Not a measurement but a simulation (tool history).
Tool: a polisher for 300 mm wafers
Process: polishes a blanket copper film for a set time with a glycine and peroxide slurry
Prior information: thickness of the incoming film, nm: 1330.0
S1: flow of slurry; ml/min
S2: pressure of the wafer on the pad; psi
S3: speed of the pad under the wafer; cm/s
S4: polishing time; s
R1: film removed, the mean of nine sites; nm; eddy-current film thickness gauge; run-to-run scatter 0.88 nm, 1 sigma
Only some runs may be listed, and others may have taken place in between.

{"run": 1, "hour": 0.0, "S1": 150, "S2": 2.8, "S3": 104, "S4": 27, "R1": 136.96}
{"run": 2, "hour": 8.4, "S1": 150, "S2": 2.4, "S3": 100, "S4": 27, "R1": 116.26}
{"run": 3, "hour": 13.1, "S1": 150, "S2": 2.4, "S3": 100, "S4": 27, "R1": 113.79}
{"run": 4, "hour": 22.1, "S1": 150, "S2": 2.1, "S3": 100, "S4": 27, "R1": 106.36}
{"run": 5, "hour": 22.9, "S1": 150, "S2": 1.9, "S3": 98, "S4": 27, "R1": 98.359}
{"run": 6, "hour": 31.7, "S1": 130, "S2": 1.9, "S3": 98, "S4": 27, "R1": 93.635}
{"run": 7, "hour": 33.0, "S1": 125, "S2": 1.8, "S3": 98, "S4": 27, "R1": 92.082}

Run 8 is up next; what results do you expect?
{"run": 8, "hour": 39.6, "S1": 125, "S2": 1.7, "S3": 98, "S4": 27, "R1": "?"}

Logged for run 8: R1 86.295 nm.
